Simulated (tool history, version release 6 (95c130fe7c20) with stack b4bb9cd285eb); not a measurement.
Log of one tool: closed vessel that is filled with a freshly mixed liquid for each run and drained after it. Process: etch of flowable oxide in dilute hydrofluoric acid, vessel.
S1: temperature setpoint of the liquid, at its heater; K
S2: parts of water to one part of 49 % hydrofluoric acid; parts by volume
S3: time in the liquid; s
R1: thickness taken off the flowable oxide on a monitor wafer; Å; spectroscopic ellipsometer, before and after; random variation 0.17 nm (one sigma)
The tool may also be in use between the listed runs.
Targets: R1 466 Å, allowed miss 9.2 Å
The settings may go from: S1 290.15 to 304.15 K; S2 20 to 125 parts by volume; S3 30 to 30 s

{"run": 1, "hour": 0.0, "S1": 296.15, "S2": 70, "S3": 30, "R1": 203.04}
{"run": 2, "hour": 1.9, "S1": 296.15, "S2": 80, "S3": 30, "R1": 175.59}
{"run": 3, "hour": 11.1, "S1": 297.65, "S2": 70, "S3": 30, "R1": 217.22}
{"run": 4, "hour": 17.7, "S1": 299.15, "S2": 65, "S3": 30, "R1": 249.49}
{"run": 5, "hour": 21.4, "S1": 299.15, "S2": 65, "S3": 30, "R1": 249.78}
{"run": 6, "hour": 23.0, "S1": 300.15, "S2": 60, "S3": 30, "R1": 283.13}
{"run": 7, "hour": 25.7, "S1": 301.15, "S2": 55, "S3": 30, "R1": 322.58}
{"run": 8, "hour": 33.9, "S1": 301.15, "S2": 55, "S3": 30, "R1": 324.67}
{"run": 9, "hour": 35.7, "S1": 301.65, "S2": 50, "S3": 30, "R1": 365.95}
{"run": 10, "hour": 36.9, "S1": 302.15, "S2": 50, "S3": 30, "R1": 374.04}
{"run": 11, "hour": 40.4, "S1": 302.15, "S2": 50, "S3": 30, "R1": 372.19}
{"run": 12, "hour": 44.2, "S1": 302.65, "S2": 50, "S3": 30, "R1": 381.24}
{"run": 13, "hour": 46.3, "S1": 303.15, "S2": 50, "S3": 30, "R1": 389.68}

Which of these 4 next moves meets every target?
{"run": "A", "hour": 48.4, "S1": 304.15, "S2": 45, "S3": 30, "R1": "?"}
{"run": "B", "hour": 48.4, "S1": 303.65, "S2": 45, "S3": 30, "R1": "?"}
{"run": "C", "hour": 48.4, "S1": 301.65, "S2": 40, "S3": 30, "R1": "?"}
{"run": "D", "hour": 48.4, "S1": 302.65, "S2": 40, "S3": 30, "R1": "?"}

move=A R1=453.07
move=B R1=444.28
move=C R1=465.24
move=D R1=484.19
A: nearer than the last run, and not there yet
B: nearer than the last run, and not there yet
C: meets every target
D: takes the result that was furthest off past its target
The right move is C.
